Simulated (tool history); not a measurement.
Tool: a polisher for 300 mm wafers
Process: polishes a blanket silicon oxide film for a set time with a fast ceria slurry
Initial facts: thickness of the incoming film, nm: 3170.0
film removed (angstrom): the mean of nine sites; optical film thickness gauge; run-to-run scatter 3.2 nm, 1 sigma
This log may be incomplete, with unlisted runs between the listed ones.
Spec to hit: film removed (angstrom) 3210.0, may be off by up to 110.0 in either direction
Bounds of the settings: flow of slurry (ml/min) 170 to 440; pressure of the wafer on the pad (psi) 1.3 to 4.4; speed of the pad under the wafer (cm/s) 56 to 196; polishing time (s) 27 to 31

run	hour	flow of slurry (ml/min)	pressure of the wafer on the pad (psi)	speed of the pad under the wafer (cm/s)	polishing time (s)	film removed (angstrom)
1	0.0	280	2.8	126	31	5134.9
2	8.7	330	2.8	126	31	5304.3
3	11.3	325	2.6	126	31	4968.3
4	14.5	325	2.6	114	31	4527.3
5	22.5	320	2.4	114	31	4262.6
6	23.9	320	2.4	128	31	4646.4
7	29.0	315	2.2	128	31	4278.3
8	34.1	305	2.1	128	31	4066.8
# hour 39.5: worn pad replaced by a new one
9	39.5	305	2.1	128	31	4367.2
10	46.8	305	2.1	128	31	4282.2
11	54.6	305	2.0	126	31	4153.9
12	56.7	305	1.9	124	31	3895.5
13	62.8	305	1.8	124	31	3685.7

Pick the move, out of 4, that brings all results within their allowed miss; only one does.
A	68.9	305	1.3	150	28	?
B	68.9	240	1.6	132	29	?
C	68.9	295	1.8	148	29	?
D	68.9	320	2.2	100	28	?

move	film removed (angstrom)
A	2970.1
B	3242.0
C	3981.9
D	3511.1
A: pushes the last run's worst result past its target
B: each result inside its tolerance
C: lands further from the targets than the last run did
D: an improvement on the last run, though not all results are within tolerance
So the answer is move B, the one that meets all the targets.
